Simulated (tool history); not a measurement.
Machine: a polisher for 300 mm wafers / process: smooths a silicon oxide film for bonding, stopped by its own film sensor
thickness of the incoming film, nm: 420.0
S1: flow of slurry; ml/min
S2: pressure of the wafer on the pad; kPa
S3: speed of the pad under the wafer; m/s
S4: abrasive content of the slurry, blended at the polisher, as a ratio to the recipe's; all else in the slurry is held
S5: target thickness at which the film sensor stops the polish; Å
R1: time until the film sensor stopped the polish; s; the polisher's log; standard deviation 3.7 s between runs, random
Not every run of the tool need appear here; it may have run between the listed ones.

run	hour	S1	S2	S3	S4	S5	R1
1	0.0	270	11.7	0.68	1.00	3560	147.28
2	2.3	270	11.0	0.64	0.95	3560	169.38
3	9.2	270	10.3	0.60	0.95	3560	191.16
4	15.7	270	9.7	0.56	0.95	3560	214.19
5	24.2	270	9.7	0.56	1.05	3560	200.49
6	28.1	270	8.3	0.56	1.05	3560	236.79
7	36.4	270	8.3	0.52	1.05	3560	245.05
8	40.0	270	8.3	0.50	1.05	3560	255.69
9	48.6	260	5.5	0.30	0.90	3550	630.60

Predict the results of run 10:
10	49.6	270	5.5	0.30	0.90	3550	?

{"run 10": {"R1": 636.72}}
